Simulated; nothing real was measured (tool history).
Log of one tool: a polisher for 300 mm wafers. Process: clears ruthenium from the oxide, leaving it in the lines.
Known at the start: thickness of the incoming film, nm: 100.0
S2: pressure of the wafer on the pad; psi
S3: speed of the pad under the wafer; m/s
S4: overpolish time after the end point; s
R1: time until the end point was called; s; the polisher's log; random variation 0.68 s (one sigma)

run 1 hour=0 | flow_of_slurry_(ml/min)=270 S2=2.3 S3=0.92 S4=31 | R1=67.292
run 2 hour=7.7 | flow_of_slurry_(ml/min)=270 S2=1.9 S3=0.92 S4=31 | R1=81.241
run 3 hour=12.6 | flow_of_slurry_(ml/min)=265 S2=1.9 S3=0.92 S4=31 | R1=81.061
run 4 hour=18.9 | flow_of_slurry_(ml/min)=265 S2=1.9 S3=0.92 S4=31 | R1=80.945
run 5 hour=27.3 | flow_of_slurry_(ml/min)=265 S2=1.9 S3=0.76 S4=31 | R1=95.644
run 6 hour=33.4 | flow_of_slurry_(ml/min)=320 S2=1.9 S3=0.76 S4=31 | R1=94.002

The next listed run, before its measurement:
run 7 hour=35.9 | flow_of_slurry_(ml/min)=320 S2=2 S3=0.76 S4=31 | R1=?

Run 7 gave R1 88.454 s.
